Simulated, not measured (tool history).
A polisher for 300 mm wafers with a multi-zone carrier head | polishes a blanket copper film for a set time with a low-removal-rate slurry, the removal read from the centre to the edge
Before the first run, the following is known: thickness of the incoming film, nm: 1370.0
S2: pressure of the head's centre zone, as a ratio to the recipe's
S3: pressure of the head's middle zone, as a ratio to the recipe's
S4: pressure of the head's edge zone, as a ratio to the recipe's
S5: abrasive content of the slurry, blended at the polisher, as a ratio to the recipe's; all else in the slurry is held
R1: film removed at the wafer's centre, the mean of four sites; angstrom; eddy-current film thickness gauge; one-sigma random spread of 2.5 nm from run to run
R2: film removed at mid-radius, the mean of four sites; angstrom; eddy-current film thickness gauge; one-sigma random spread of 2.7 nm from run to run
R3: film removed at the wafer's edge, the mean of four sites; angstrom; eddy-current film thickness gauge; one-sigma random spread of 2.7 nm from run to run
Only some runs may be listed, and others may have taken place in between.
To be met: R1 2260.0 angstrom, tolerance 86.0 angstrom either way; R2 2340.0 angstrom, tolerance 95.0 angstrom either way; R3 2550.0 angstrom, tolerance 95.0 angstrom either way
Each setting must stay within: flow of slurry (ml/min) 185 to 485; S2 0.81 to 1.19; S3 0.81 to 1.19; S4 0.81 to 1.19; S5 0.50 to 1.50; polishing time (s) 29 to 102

{"run": 1, "hour": 0.0, "flow of slurry (ml/min)": 310, "S2": 1.0, "S3": 1.0, "S4": 1.0, "S5": 1.0, "polishing time (s)": 65, "R1": 2877.9, "R2": 2875.5, "R3": 2993.5}
{"run": 2, "hour": 6.3, "flow of slurry (ml/min)": 305, "S2": 0.97, "S3": 0.97, "S4": 0.98, "S5": 0.9, "polishing time (s)": 64, "R1": 2666.1, "R2": 2656.4, "R3": 2776.0}
{"run": 3, "hour": 10.5, "flow of slurry (ml/min)": 300, "S2": 0.94, "S3": 0.95, "S4": 0.97, "S5": 0.85, "polishing time (s)": 64, "R1": 2603.5, "R2": 2618.7, "R3": 2789.3}
{"run": 4, "hour": 13.5, "flow of slurry (ml/min)": 335, "S2": 0.94, "S3": 0.95, "S4": 0.97, "S5": 0.85, "polishing time (s)": 64, "R1": 2681.9, "R2": 2679.1, "R3": 2832.9}
{"run": 5, "hour": 22.2, "flow of slurry (ml/min)": 335, "S2": 0.9, "S3": 0.95, "S4": 0.97, "S5": 0.85, "polishing time (s)": 64, "R1": 2560.8, "R2": 2641.8, "R3": 2793.4}
{"run": 6, "hour": 28.4, "flow of slurry (ml/min)": 335, "S2": 0.9, "S3": 0.89, "S4": 0.97, "S5": 0.85, "polishing time (s)": 64, "R1": 2536.4, "R2": 2523.2, "R3": 2828.8}
{"run": 7, "hour": 32.8, "flow of slurry (ml/min)": 320, "S2": 0.89, "S3": 0.89, "S4": 0.95, "S5": 0.8, "polishing time (s)": 64, "R1": 2377.6, "R2": 2467.5, "R3": 2783.6}
{"run": 8, "hour": 39.0, "flow of slurry (ml/min)": 320, "S2": 0.9, "S3": 0.89, "S4": 0.93, "S5": 0.75, "polishing time (s)": 63, "R1": 2402.1, "R2": 2405.0, "R3": 2677.9}
{"run": 9, "hour": 40.5, "flow of slurry (ml/min)": 310, "S2": 0.9, "S3": 0.89, "S4": 0.92, "S5": 0.75, "polishing time (s)": 63, "R1": 2385.2, "R2": 2401.9, "R3": 2695.2}
{"run": 10, "hour": 43.8, "flow of slurry (ml/min)": 305, "S2": 0.9, "S3": 0.9, "S4": 0.91, "S5": 0.7, "polishing time (s)": 63, "R1": 2310.1, "R2": 2401.6, "R3": 2562.5}
{"run": 11, "hour": 49.9, "flow of slurry (ml/min)": 305, "S2": 0.9, "S3": 0.9, "S4": 0.91, "S5": 0.7, "polishing time (s)": 63, "R1": 2384.5, "R2": 2392.2, "R3": 2554.2}

Of the 5 settings listed for the next run, only one would bring every result within its allowed miss of target. Which one?
{"run": "A", "hour": 56.0, "flow of slurry (ml/min)": 340, "S2": 1.0, "S3": 0.87, "S4": 0.88, "S5": 0.6, "polishing time (s)": 66, "R1": "?", "R2": "?", "R3": "?"}
{"run": "B", "hour": 56.0, "flow of slurry (ml/min)": 405, "S2": 0.99, "S3": 0.89, "S4": 0.98, "S5": 0.5, "polishing time (s)": 64, "R1": "?", "R2": "?", "R3": "?"}
{"run": "C", "hour": 56.0, "flow of slurry (ml/min)": 280, "S2": 0.99, "S3": 0.97, "S4": 0.92, "S5": 0.85, "polishing time (s)": 59, "R1": "?", "R2": "?", "R3": "?"}
{"run": "D", "hour": 56.0, "flow of slurry (ml/min)": 340, "S2": 0.95, "S3": 0.89, "S4": 0.89, "S5": 0.65, "polishing time (s)": 65, "R1": "?", "R2": "?", "R3": "?"}
{"run": "E", "hour": 56.0, "flow of slurry (ml/min)": 295, "S2": 0.88, "S3": 0.9, "S4": 0.91, "S5": 0.75, "polishing time (s)": 61, "R1": "?", "R2": "?", "R3": "?"}

move=A R1=2736.2 R2=2424.5 R3=2616.4
move=B R1=2590.6 R2=2356.0 R3=2617.4
move=C R1=2520.5 R2=2460.3 R3=2497.0
move=D R1=2594.3 R2=2464.1 R3=2624.9
move=E R1=2275.7 R2=2359.5 R3=2524.3
A: the biggest miss grows against the last run
B: the biggest miss grows against the last run
C: the biggest miss grows against the last run
D: the biggest miss grows against the last run
E: every result lands within tolerance
E meets every target.
